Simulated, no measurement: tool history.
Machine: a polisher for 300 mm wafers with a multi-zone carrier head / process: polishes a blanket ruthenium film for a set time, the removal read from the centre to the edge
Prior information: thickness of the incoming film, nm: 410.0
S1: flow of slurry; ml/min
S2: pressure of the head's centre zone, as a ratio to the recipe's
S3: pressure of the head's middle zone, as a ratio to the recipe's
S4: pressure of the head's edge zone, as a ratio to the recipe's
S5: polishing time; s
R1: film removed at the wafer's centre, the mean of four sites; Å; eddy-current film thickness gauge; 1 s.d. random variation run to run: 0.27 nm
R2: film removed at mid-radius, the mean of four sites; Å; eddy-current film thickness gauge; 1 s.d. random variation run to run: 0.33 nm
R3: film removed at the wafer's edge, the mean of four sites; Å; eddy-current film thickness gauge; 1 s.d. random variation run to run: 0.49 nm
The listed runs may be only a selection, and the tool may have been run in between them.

{"run": 1, "day": 0.0, "S1": 250, "S2": 1.0, "S3": 1.0, "S4": 1.0, "S5": 40, "R1": 633.35, "R2": 655.12, "R3": 647.3}
{"run": 2, "day": 0.133, "S1": 280, "S2": 1.0, "S3": 1.0, "S4": 1.0, "S5": 40, "R1": 633.09, "R2": 658.57, "R3": 643.19}
{"run": 3, "day": 0.5, "S1": 280, "S2": 0.92, "S3": 1.0, "S4": 1.0, "S5": 40, "R1": 590.77, "R2": 677.54, "R3": 626.16}
{"run": 4, "day": 0.558, "S1": 280, "S2": 0.98, "S3": 1.0, "S4": 1.0, "S5": 40, "R1": 638.05, "R2": 671.83, "R3": 650.37}
{"run": 5, "day": 0.671, "S1": 270, "S2": 0.95, "S3": 0.97, "S4": 0.97, "S5": 37, "R1": 560.43, "R2": 595.45, "R3": 596.99}
{"run": 6, "day": 0.796, "S1": 255, "S2": 0.94, "S3": 0.98, "S4": 0.94, "S5": 34, "R1": 517.46, "R2": 559.61, "R3": 533.44}

Predict the results of run 7:
{"run": 7, "day": 0.975, "S1": 255, "S2": 0.92, "S3": 0.97, "S4": 0.92, "S5": 31, "R1": "?", "R2": "?", "R3": "?"}

{"run 7": {"R1": 453.42, "R2": 494.89, "R3": 469.92}}

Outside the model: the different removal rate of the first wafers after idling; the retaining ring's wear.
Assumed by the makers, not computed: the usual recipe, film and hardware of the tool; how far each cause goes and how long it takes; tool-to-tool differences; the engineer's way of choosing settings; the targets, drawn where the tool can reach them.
